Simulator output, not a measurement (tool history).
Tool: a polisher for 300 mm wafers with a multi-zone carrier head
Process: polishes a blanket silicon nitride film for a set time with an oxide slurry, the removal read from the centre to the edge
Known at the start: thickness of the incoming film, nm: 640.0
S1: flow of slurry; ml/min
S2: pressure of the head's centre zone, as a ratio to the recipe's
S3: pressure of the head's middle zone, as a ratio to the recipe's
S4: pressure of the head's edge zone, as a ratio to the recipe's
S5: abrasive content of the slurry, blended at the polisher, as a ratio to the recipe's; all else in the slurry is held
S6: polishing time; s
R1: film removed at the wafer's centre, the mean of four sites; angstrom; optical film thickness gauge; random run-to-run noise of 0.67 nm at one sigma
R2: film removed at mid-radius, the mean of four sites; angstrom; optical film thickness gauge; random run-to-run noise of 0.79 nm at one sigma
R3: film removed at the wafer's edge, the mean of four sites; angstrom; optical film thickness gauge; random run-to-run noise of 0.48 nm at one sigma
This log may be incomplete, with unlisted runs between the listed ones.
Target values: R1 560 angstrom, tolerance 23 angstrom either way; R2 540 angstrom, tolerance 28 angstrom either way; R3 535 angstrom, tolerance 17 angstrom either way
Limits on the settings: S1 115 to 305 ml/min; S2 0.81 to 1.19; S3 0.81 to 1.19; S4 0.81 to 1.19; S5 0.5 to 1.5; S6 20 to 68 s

| run | hour | S1 | S2 | S3 | S4 | S5 | S6 | R1 | R2 | R3 |
|---|---|---|---|---|---|---|---|---|---|---|
| 1 | 0 | 195 | 1 | 1 | 1 | 1 | 44 | 465.35 | 469.56 | 451.19 |
| 2 | 2 | 200 | 1.01 | 1.01 | 1.03 | 1.05 | 44 | 492.37 | 482.83 | 471.78 |
| 3 | 4.9 | 200 | 1.01 | 1.01 | 1.03 | 0.9 | 44 | 437.72 | 429.6 | 431 |
| 4 | 10.4 | 200 | 1.01 | 1.01 | 1.03 | 0.9 | 52 | 513.25 | 494.33 | 502.35 |
| 5 | 13.5 | 230 | 1.01 | 1.01 | 1.03 | 0.9 | 52 | 530.16 | 512.19 | 504.08 |
| 6 | 16.3 | 230 | 1.01 | 1.01 | 1.04 | 0.9 | 52 | 527.24 | 512.91 | 511.13 |
| 7 | 24 | 235 | 1.01 | 1.01 | 1.05 | 0.9 | 52 | 522.2 | 509.82 | 513.79 |
| 8 | 32.5 | 235 | 1.02 | 1.02 | 1.05 | 0.9 | 52 | 534.33 | 525.2 | 508.84 |

Which single option among these 5 for the next run brings every result within its allowed miss of target? Just one does.
| A | 41 | 255 | 0.94 | 1.17 | 1.03 | 0.95 | 48 | ? | ? | ? |
| B | 41 | 190 | 1.01 | 1.02 | 1.01 | 1.05 | 51 | ? | ? | ? |
| C | 41 | 215 | 0.98 | 1.05 | 1.01 | 0.9 | 53 | ? | ? | ? |
| D | 41 | 220 | 0.91 | 1.06 | 1.07 | 0.8 | 61 | ? | ? | ? |
| E | 41 | 190 | 1.04 | 1.05 | 1.02 | 0.9 | 50 | ? | ? | ? |

| move | R1 | R2 | R3 |
|---|---|---|---|
| A | 472.09 | 564.69 | 491.39 |
| B | 550.81 | 554.82 | 540.74 |
| C | 510.86 | 540.25 | 512.33 |
| D | 504.14 | 573.39 | 553.42 |
| E | 500.82 | 503.06 | 480.91 |
A: further off than the last run
B: meets every target
C: further off than the last run
D: moves the result that the last run missed by most past its target, out the other side
E: further off than the last run
Answer: B
